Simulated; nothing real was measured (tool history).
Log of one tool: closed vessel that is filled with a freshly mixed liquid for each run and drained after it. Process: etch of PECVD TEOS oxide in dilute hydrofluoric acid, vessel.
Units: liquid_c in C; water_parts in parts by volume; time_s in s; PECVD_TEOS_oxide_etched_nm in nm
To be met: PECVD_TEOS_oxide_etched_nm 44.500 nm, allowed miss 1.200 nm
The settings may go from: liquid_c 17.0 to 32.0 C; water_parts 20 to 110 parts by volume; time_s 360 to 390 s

run  hour  liquid_c  water_parts  time_s  PECVD_TEOS_oxide_etched_nm
  1   0.0      24.0           60     360                      60.075
  2   4.8      24.0           60     360                      60.358
  3  13.2      21.0           60     360                      53.358
  4  15.1      21.0           60     360                      53.322
  5  20.2      20.0           60     360                      51.535
  6  21.5      20.0           60     360                      51.154
  7  27.1      19.0           60     360                      49.359
  8  34.6      18.5           60     360                      47.899

Which of these 5 next moves meets every target?
  A  42.1      19.5           65     370                           ?
  B  42.1      19.5           65     365                           ?
  C  42.1      17.5           65     375                           ?
  D  42.1      17.0           60     375                           ?
  E  42.1      17.5           65     360                           ?

move  PECVD_TEOS_oxide_etched_nm
   A                      47.730
   B                      47.085
   C                      44.428
   D                      47.367
   E                      42.651
A: as far off as the last run
B: nearer than the last run, and not there yet
C: meets every target
D: nearer than the last run, and not there yet
E: takes the result that was furthest off past its target
The right move is C.

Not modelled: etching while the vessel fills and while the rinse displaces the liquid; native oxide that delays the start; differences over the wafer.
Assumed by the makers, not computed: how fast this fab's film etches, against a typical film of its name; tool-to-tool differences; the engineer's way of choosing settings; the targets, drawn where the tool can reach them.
